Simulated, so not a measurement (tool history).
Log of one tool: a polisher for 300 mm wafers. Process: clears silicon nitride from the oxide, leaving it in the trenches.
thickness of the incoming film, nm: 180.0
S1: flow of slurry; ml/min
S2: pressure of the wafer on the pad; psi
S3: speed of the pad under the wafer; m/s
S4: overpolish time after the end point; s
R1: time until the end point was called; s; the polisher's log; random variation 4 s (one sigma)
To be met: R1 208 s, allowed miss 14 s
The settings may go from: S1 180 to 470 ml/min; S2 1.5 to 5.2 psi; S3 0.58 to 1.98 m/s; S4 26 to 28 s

Run 1, hour 0: S1 300 ml/min, S2 3.3 psi, S3 1.28 m/s, S4 26 s. Result: R1 133.2 s.
Run 2, hour 5.4: S1 300 ml/min, S2 2.9 psi, S3 1.26 m/s, S4 26 s. Result: R1 153.89 s.
Run 3, hour 9.5: S1 245 ml/min, S2 2.9 psi, S3 1.26 m/s, S4 26 s. Result: R1 153.6 s.
Run 4, hour 12.9: S1 245 ml/min, S2 3.5 psi, S3 1.26 m/s, S4 26 s. Result: R1 128.61 s.
Run 5, hour 20.4: S1 245 ml/min, S2 3.1 psi, S3 1.24 m/s, S4 26 s. Result: R1 142.83 s.
Run 6, hour 22.3: S1 280 ml/min, S2 3.1 psi, S3 1.24 m/s, S4 26 s. Result: R1 146.83 s.
Run 7, hour 29.3: S1 280 ml/min, S2 2.8 psi, S3 1.22 m/s, S4 26 s. Result: R1 160.39 s.
Run 8, hour 35.8: S1 280 ml/min, S2 2.6 psi, S3 1.2 m/s, S4 26 s. Result: R1 180.95 s.
Run 9, hour 40.4: S1 280 ml/min, S2 2.5 psi, S3 1.2 m/s, S4 26 s. Result: R1 182.77 s.
Run 10, hour 42.6: S1 280 ml/min, S2 2.4 psi, S3 1.2 m/s, S4 26 s. Result: R1 185.8 s.

Which of these 4 next moves meets every target?
Run A, hour 44.8: S1 270 ml/min, S2 2.2 psi, S3 1.44 m/s, S4 26 s. Result: R1 ?.
Run B, hour 44.8: S1 195 ml/min, S2 2.6 psi, S3 1.44 m/s, S4 28 s. Result: R1 ?.
Run C, hour 44.8: S1 305 ml/min, S2 2.7 psi, S3 1.24 m/s, S4 28 s. Result: R1 ?.
Run D, hour 44.8: S1 350 ml/min, S2 2 psi, S3 1.32 m/s, S4 26 s. Result: R1 ?.

move      R1
   A  174.73
   B  155.63
   C  163.89
   D  203.09
A: further off than the last run
B: further off than the last run
C: further off than the last run
D: meets every target
The right move is D.
